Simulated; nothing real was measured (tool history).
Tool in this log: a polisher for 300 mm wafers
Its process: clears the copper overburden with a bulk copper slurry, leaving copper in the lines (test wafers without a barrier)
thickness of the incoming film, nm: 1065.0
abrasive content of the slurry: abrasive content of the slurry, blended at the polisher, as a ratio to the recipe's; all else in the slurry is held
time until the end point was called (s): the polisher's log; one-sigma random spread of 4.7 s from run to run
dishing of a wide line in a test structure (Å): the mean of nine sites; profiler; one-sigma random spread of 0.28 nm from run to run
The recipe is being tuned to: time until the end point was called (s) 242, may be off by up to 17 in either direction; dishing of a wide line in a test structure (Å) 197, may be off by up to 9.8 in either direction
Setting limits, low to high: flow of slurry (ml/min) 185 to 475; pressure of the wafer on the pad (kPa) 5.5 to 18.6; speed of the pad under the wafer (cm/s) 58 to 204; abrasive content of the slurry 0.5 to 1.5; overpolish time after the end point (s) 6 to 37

| run | hour | flow of slurry (ml/min) | pressure of the wafer on the pad (kPa) | speed of the pad under the wafer (cm/s) | abrasive content of the slurry | overpolish time after the end point (s) | time until the end point was called (s) | dishing of a wide line in a test structure (Å) |
|---|---|---|---|---|---|---|---|---|
| 1 | 0 | 305 | 11.7 | 130 | 1 | 19 | 134.5 | 762.53 |
| 2 | 7 | 305 | 10.3 | 120 | 1 | 17 | 154.19 | 651.55 |
| 3 | 12.8 | 305 | 10.3 | 152 | 1 | 17 | 130.26 | 750.38 |
| 4 | 20.3 | 305 | 10.3 | 184 | 1 | 17 | 108.2 | 807.53 |
| 5 | 24.2 | 305 | 10.3 | 204 | 1 | 17 | 98.559 | 885.97 |
| 6 | 27.7 | 300 | 9.7 | 176 | 0.95 | 15 | 115.12 | 723.65 |
| 7 | 29.9 | 280 | 9 | 154 | 0.85 | 13 | 142.49 | 579.78 |
| 8 | 35.7 | 260 | 8.3 | 138 | 0.8 | 12 | 165.86 | 488.3 |
| 9 | 40 | 245 | 7.6 | 126 | 0.75 | 11 | 191.15 | 411.03 |
| 10 | 43.6 | 235 | 6.9 | 118 | 0.7 | 10 | 213.1 | 330.13 |

Of the 5 settings listed for the next run, only one would bring every result within its allowed miss of target. Which one?
| A | 47.2 | 225 | 5.5 | 108 | 0.9 | 18 | ? | ? |
| B | 47.2 | 205 | 5.5 | 124 | 0.7 | 28 | ? | ? |
| C | 47.2 | 250 | 7.6 | 106 | 0.7 | 37 | ? | ? |
| D | 47.2 | 285 | 6.2 | 116 | 0.55 | 6 | ? | ? |
| E | 47.2 | 225 | 6.9 | 136 | 0.7 | 24 | ? | ? |

| move | time until the end point was called (s) | dishing of a wide line in a test structure (Å) |
|---|---|---|
| A | 250.54 | 459.52 |
| B | 230.28 | 648.27 |
| C | 227.14 | 782.6 |
| D | 233.76 | 197.43 |
| E | 188.86 | 678.56 |
A: the biggest miss grows against the last run
B: the biggest miss grows against the last run
C: the biggest miss grows against the last run
D: each result inside its tolerance
E: the biggest miss grows against the last run
Move D is the one to make.
